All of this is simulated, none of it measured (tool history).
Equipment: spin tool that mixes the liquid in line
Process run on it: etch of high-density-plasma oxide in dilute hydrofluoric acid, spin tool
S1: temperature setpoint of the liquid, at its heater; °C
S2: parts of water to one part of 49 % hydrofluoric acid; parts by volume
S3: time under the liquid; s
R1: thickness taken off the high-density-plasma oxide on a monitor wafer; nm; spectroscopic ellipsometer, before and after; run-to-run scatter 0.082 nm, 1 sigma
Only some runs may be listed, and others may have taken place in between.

{"run": 1, "hour": 0.0, "S1": 23, "S2": 155, "S3": 315, "R1": 20.476}
{"run": 2, "hour": 3.2, "S1": 21, "S2": 175, "S3": 315, "R1": 16.369}
{"run": 3, "hour": 5.8, "S1": 21, "S2": 145, "S3": 315, "R1": 20.587}
{"run": 4, "hour": 7.8, "S1": 21, "S2": 95, "S3": 315, "R1": 32.837}
{"run": 5, "hour": 14.2, "S1": 19.5, "S2": 135, "S3": 315, "R1": 21.158}
{"run": 6, "hour": 19.3, "S1": 23, "S2": 135, "S3": 315, "R1": 23.845}
{"run": 7, "hour": 21.9, "S1": 19, "S2": 200, "S3": 315, "R1": 13.102}
{"run": 8, "hour": 23.6, "S1": 18.5, "S2": 205, "S3": 315, "R1": 12.572}

Run 9 is up next; what results do you expect?
{"run": 9, "hour": 26.9, "S1": 18, "S2": 210, "S3": 315, "R1": "?"}

Run 9 gave R1 11.789 nm.
